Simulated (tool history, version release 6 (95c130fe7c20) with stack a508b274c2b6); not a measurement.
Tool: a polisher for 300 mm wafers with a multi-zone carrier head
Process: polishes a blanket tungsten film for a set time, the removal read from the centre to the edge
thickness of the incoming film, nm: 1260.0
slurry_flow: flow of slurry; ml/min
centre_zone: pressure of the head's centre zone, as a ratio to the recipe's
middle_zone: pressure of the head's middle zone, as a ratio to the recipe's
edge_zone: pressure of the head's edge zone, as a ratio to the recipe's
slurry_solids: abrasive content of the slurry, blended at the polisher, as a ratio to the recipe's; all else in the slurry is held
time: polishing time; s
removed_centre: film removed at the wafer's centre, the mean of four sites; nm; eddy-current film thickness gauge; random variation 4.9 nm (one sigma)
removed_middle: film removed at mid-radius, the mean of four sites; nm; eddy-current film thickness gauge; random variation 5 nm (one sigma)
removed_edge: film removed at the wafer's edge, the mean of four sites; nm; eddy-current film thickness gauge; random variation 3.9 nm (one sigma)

| run | hour | slurry_flow | centre_zone | middle_zone | edge_zone | slurry_solids | time | removed_centre | removed_middle | removed_edge |
|---|---|---|---|---|---|---|---|---|---|---|
| 1 | 0 | 235 | 1 | 1 | 1 | 1 | 77 | 376.57 | 378.98 | 372.86 |
| 2 | 5.8 | 245 | 1.03 | 1.02 | 1.01 | 1.05 | 77 | 390.07 | 382.76 | 372.65 |
| 3 | 12.7 | 245 | 1.03 | 1.02 | 1.1 | 1.05 | 77 | 390.45 | 388.79 | 403.69 |
| 4 | 16.8 | 250 | 1.06 | 1.05 | 1.1 | 1.1 | 77 | 405.8 | 405.32 | 399.96 |
| 5 | 19.1 | 250 | 1.06 | 1.05 | 1.05 | 1.1 | 77 | 403.49 | 408.09 | 389.06 |
| 6 | 22.9 | 255 | 1.08 | 1.05 | 1.05 | 1.15 | 77 | 427.27 | 410.67 | 394.32 |
| 7 | 30 | 260 | 1.09 | 1.06 | 1.06 | 1.15 | 77 | 419.53 | 417.1 | 395.17 |
| 8 | 34.6 | 260 | 1.09 | 1.06 | 1.06 | 1.15 | 77 | 419.96 | 410.84 | 397.19 |

Forecast run 9:
| 9 | 43.5 | 260 | 1.11 | 1.07 | 1.06 | 1.2 | 77 | ? | ? | ? |

{"run 9": {"removed_centre": 438.56, "removed_middle": 427.64, "removed_edge": 399.7}}

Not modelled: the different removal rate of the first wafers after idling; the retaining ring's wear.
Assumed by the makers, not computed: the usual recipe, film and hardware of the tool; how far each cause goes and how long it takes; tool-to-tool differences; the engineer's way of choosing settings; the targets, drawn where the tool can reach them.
